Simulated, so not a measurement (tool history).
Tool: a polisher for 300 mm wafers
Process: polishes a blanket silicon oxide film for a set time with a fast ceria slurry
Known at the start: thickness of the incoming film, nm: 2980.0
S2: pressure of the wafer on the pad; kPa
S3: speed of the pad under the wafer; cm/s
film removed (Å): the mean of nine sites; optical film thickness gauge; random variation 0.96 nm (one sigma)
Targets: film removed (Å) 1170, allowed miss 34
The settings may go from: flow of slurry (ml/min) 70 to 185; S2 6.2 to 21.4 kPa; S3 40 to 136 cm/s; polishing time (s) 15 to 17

run 1 hour=0 | flow_of_slurry_(ml/min)=120 S2=13.8 S3=88 polishing_time_(s)=17 | film_removed_(Å)=1524.1
run 2 hour=1 | flow_of_slurry_(ml/min)=120 S2=13.8 S3=88 polishing_time_(s)=15 | film_removed_(Å)=1331.2
run 3 hour=5 | flow_of_slurry_(ml/min)=120 S2=13.8 S3=102 polishing_time_(s)=15 | film_removed_(Å)=1544.6
run 4 hour=7.7 | flow_of_slurry_(ml/min)=140 S2=13.8 S3=102 polishing_time_(s)=15 | film_removed_(Å)=1572.8
run 5 hour=10 | flow_of_slurry_(ml/min)=140 S2=13.1 S3=102 polishing_time_(s)=15 | film_removed_(Å)=1493.8
run 6 hour=12.4 | flow_of_slurry_(ml/min)=140 S2=13.1 S3=102 polishing_time_(s)=15 | film_removed_(Å)=1525.7
run 7 hour=18.7 | flow_of_slurry_(ml/min)=135 S2=12.4 S3=102 polishing_time_(s)=15 | film_removed_(Å)=1426.5
run 8 hour=21.7 | flow_of_slurry_(ml/min)=135 S2=11.7 S3=102 polishing_time_(s)=15 | film_removed_(Å)=1343.2
run 9 hour=28.5 | flow_of_slurry_(ml/min)=135 S2=11 S3=102 polishing_time_(s)=15 | film_removed_(Å)=1279.5
-- hour=36.5 slurry nozzle cleaned
run 10 hour=36.5 | flow_of_slurry_(ml/min)=130 S2=10.3 S3=102 polishing_time_(s)=15 | film_removed_(Å)=1237.1

Which of these 4 next moves meets every target?
run A hour=44.5 | flow_of_slurry_(ml/min)=145 S2=6.9 S3=136 polishing_time_(s)=17 | film_removed_(Å)=?
run B hour=44.5 | flow_of_slurry_(ml/min)=135 S2=9 S3=116 polishing_time_(s)=16 | film_removed_(Å)=?
run C hour=44.5 | flow_of_slurry_(ml/min)=135 S2=11 S3=88 polishing_time_(s)=17 | film_removed_(Å)=?
run D hour=44.5 | flow_of_slurry_(ml/min)=130 S2=8.3 S3=120 polishing_time_(s)=15 | film_removed_(Å)=?

move=A film_removed_(Å)=1282.6
move=B film_removed_(Å)=1305.1
move=C film_removed_(Å)=1314.6
move=D film_removed_(Å)=1164.3
A: further off than the last run
B: further off than the last run
C: further off than the last run
D: meets every target
Answer: D

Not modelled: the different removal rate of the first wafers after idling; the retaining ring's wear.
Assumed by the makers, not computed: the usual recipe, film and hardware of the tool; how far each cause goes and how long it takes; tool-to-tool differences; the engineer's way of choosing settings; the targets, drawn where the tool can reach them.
